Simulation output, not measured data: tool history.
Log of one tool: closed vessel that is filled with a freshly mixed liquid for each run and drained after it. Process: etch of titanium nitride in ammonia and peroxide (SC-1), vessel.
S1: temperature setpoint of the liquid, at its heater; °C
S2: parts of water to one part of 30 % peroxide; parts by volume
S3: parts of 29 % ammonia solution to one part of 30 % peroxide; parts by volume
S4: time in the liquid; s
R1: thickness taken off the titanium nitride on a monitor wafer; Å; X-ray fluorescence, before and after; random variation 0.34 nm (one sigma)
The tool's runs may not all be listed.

run	hour	S1	S2	S3	S4	R1
1	0	56	25.5	0.4	2645	765.26
2	8.3	56	25.5	0.4	2645	752.04
3	13.1	56	16.5	0.4	2645	979.77
4	21.2	56	16.5	0.45	2645	985.66
5	22.5	52	16.5	0.45	2645	754.62
6	30.3	52	16.5	0.5	2645	775.72
7	38.6	49	16.5	0.5	2645	621.89
8	46.7	47	16.5	0.5	2645	533.18
9	54.3	45.5	16.5	0.5	2645	489.2
10	62.2	44.5	16.5	0.5	2645	446.6
11	69.4	44	16.5	0.5	2645	433.4

Forecast run 12:
12	78.2	43.5	16.5	0.5	2645	?

{"run 12": {"R1": 423.07}}

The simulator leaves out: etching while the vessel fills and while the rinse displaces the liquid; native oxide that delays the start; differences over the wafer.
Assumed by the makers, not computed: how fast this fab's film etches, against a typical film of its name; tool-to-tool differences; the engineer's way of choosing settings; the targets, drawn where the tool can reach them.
